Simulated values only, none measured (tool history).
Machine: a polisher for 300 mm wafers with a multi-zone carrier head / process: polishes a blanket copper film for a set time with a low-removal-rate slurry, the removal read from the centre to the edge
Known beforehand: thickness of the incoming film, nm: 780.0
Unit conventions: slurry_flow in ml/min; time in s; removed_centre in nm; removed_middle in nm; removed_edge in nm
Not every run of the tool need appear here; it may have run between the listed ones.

{"run": 1, "hour": 0.0, "slurry_flow": 295, "centre_zone": 1.0, "middle_zone": 1.0, "edge_zone": 1.0, "slurry_solids": 1.0, "time": 37, "removed_centre": 146.18, "removed_middle": 144.95, "removed_edge": 145.69}
{"run": 2, "hour": 3.5, "slurry_flow": 295, "centre_zone": 0.92, "middle_zone": 1.0, "edge_zone": 1.0, "slurry_solids": 1.0, "time": 37, "removed_centre": 135.36, "removed_middle": 146.37, "removed_edge": 145.37}
{"run": 3, "hour": 6.1, "slurry_flow": 295, "centre_zone": 0.85, "middle_zone": 1.0, "edge_zone": 1.0, "slurry_solids": 1.0, "time": 37, "removed_centre": 123.79, "removed_middle": 146.5, "removed_edge": 146.85}
{"run": 4, "hour": 9.6, "slurry_flow": 295, "centre_zone": 0.81, "middle_zone": 1.0, "edge_zone": 1.0, "slurry_solids": 1.0, "time": 37, "removed_centre": 118.38, "removed_middle": 146.47, "removed_edge": 147.65}
{"run": 5, "hour": 16.6, "slurry_flow": 295, "centre_zone": 0.81, "middle_zone": 1.0, "edge_zone": 1.0, "slurry_solids": 1.1, "time": 37, "removed_centre": 122.66, "removed_middle": 151.58, "removed_edge": 149.72}
{"run": 6, "hour": 19.6, "slurry_flow": 295, "centre_zone": 0.81, "middle_zone": 1.07, "edge_zone": 1.0, "slurry_solids": 1.1, "time": 37, "removed_centre": 120.88, "removed_middle": 156.23, "removed_edge": 151.19}
{"run": 7, "hour": 25.2, "slurry_flow": 290, "centre_zone": 0.84, "middle_zone": 1.04, "edge_zone": 1.01, "slurry_solids": 1.05, "time": 35, "removed_centre": 117.48, "removed_middle": 146.03, "removed_edge": 141.24}
{"run": 8, "hour": 30.2, "slurry_flow": 290, "centre_zone": 0.87, "middle_zone": 1.01, "edge_zone": 1.03, "slurry_solids": 1.0, "time": 33, "removed_centre": 113.81, "removed_middle": 133.33, "removed_edge": 131.05}
{"run": 9, "hour": 33.3, "slurry_flow": 290, "centre_zone": 0.87, "middle_zone": 1.01, "edge_zone": 1.03, "slurry_solids": 1.0, "time": 33, "removed_centre": 114.07, "removed_middle": 131.89, "removed_edge": 129.59}
{"run": 10, "hour": 36.2, "slurry_flow": 280, "centre_zone": 0.89, "middle_zone": 0.99, "edge_zone": 1.05, "slurry_solids": 0.95, "time": 32, "removed_centre": 109.93, "removed_middle": 122.83, "removed_edge": 125.09}
{"run": 11, "hour": 43.8, "slurry_flow": 260, "centre_zone": 0.99, "middle_zone": 0.89, "edge_zone": 0.97, "slurry_solids": 0.7, "time": 22, "removed_centre": 75.847, "removed_middle": 69.781, "removed_edge": 75.81}
{"run": 12, "hour": 46.7, "slurry_flow": 345, "centre_zone": 1.09, "middle_zone": 0.87, "edge_zone": 1.07, "slurry_solids": 0.7, "time": 22, "removed_centre": 86.499, "removed_middle": 72.277, "removed_edge": 78.16}

Run 13 comes next. What will it give?
{"run": 13, "hour": 52.8, "slurry_flow": 340, "centre_zone": 1.09, "middle_zone": 0.86, "edge_zone": 1.08, "slurry_solids": 0.7, "time": 22, "removed_centre": "?", "removed_middle": "?", "removed_edge": "?"}

{"run 13": {"removed_centre": 87.335, "removed_middle": 70.931, "removed_edge": 80.216}}
